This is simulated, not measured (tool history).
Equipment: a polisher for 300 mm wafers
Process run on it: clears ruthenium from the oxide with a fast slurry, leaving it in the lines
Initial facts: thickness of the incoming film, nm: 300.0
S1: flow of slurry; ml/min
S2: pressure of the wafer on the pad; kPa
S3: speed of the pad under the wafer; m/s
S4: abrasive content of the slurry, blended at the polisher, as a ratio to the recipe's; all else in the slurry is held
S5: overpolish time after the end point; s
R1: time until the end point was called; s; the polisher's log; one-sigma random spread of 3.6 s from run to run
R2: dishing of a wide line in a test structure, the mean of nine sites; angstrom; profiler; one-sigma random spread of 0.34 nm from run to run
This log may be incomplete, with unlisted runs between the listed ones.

Run 1, hour 0: S1 300 ml/min, S2 14.5 kPa, S3 1.02 m/s, S4 1, S5 9 s. Result: R1 87.132 s, R2 265.23 angstrom.
Run 2, hour 8: S1 300 ml/min, S2 14.5 kPa, S3 1.02 m/s, S4 1, S5 11 s. Result: R1 87.352 s, R2 319.54 angstrom.
Run 3, hour 13: S1 260 ml/min, S2 14.5 kPa, S3 1.02 m/s, S4 1, S5 11 s. Result: R1 86.083 s, R2 318.63 angstrom.
Run 4, hour 14.7: S1 260 ml/min, S2 12.4 kPa, S3 0.92 m/s, S4 1, S5 11 s. Result: R1 109.85 s, R2 260.19 angstrom.
Run 5, hour 22.5: S1 260 ml/min, S2 12.4 kPa, S3 1.12 m/s, S4 1, S5 11 s. Result: R1 94.978 s, R2 305.25 angstrom.
Run 6, hour 23.6: S1 260 ml/min, S2 12.4 kPa, S3 1 m/s, S4 1, S5 11 s. Result: R1 100.49 s, R2 276.16 angstrom.

Expected results for the next run?
Run 7, hour 28: S1 260 ml/min, S2 12.4 kPa, S3 1 m/s, S4 1, S5 11 s. Result: R1 ?, R2 ?.

For run 7 the tool returned R1 101.57 s, R2 285.36 angstrom.

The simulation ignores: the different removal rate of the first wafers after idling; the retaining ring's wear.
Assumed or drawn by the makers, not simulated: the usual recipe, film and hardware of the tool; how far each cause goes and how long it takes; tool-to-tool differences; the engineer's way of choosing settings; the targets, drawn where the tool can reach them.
